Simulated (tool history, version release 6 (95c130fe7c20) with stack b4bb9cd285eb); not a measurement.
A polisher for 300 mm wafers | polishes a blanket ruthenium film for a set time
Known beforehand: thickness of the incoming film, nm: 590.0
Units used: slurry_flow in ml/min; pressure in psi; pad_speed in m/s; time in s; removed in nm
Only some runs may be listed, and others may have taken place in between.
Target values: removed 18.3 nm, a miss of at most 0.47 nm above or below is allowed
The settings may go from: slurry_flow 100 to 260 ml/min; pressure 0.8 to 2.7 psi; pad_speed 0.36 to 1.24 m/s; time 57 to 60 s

run	hour	slurry_flow	pressure	pad_speed	time	removed
1	0	165	1.7	0.8	57	36.017
2	1	165	2	0.8	57	40.873
3	7.8	165	2.2	0.8	57	43.647
4	9	155	1.8	0.74	57	34.225
5	18	145	1.5	0.7	57	27.787
6	22.7	140	1.3	0.68	57	24.053
7	29.5	135	1.2	0.68	57	22.807
8	36.2	130	1.1	0.68	57	21.336
9	39.5	125	1	0.68	57	19.8
10	40.7	120	1	0.68	57	19.565
11	47.7	120	1	0.68	57	19.789
12	53.2	120	1	0.68	57	19.849
13	54.7	115	1	0.68	57	19.7

4 next moves are on the table. One of them brings every result within its allowed miss. Which?
A	56.2	100	0.8	0.82	57	?
B	56.2	110	0.9	0.66	57	?
C	56.2	100	0.9	0.64	57	?
D	56.2	215	1.1	0.52	60	?

move	removed
A	19.9
B	17.675
C	16.92
D	18.502
A: moves away from the targets compared with the last run
B: pushes the last run's worst result past its target
C: pushes the last run's worst result past its target
D: every result within its allowed miss
So the answer is move D, the one that meets all the targets.
